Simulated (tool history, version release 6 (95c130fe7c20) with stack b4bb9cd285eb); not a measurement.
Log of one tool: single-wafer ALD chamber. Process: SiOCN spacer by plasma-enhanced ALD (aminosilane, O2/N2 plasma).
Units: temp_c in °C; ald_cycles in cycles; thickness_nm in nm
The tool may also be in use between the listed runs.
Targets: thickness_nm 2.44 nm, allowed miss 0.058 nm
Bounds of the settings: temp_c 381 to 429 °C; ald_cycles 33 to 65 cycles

run	hour	temp_c	ald_cycles	thickness_nm
1	0	405	49	2.929
2	4.9	405	54	3.264
3	8.7	401	54	3.2553
4	17.7	401	58	3.518
5	22.5	394	58	3.526
6	30.8	394	55	3.3369
7	32	406	47	2.8444
8	33.3	406	45	2.7155
9	40	406	44	2.663
10	43.6	406	43	2.5943
11	45.5	406	42	2.5301

4 next moves are on the table. One of them brings every result within its allowed miss. Which?
A	47.4	407	41	?
B	47.4	407	45	?
C	47.4	393	43	?
D	47.4	408	43	?

move	thickness_nm
A	2.4501
B	2.6891
C	2.5863
D	2.562
A: meets every target
B: further off than the last run
C: further off than the last run
D: further off than the last run
Answer: A
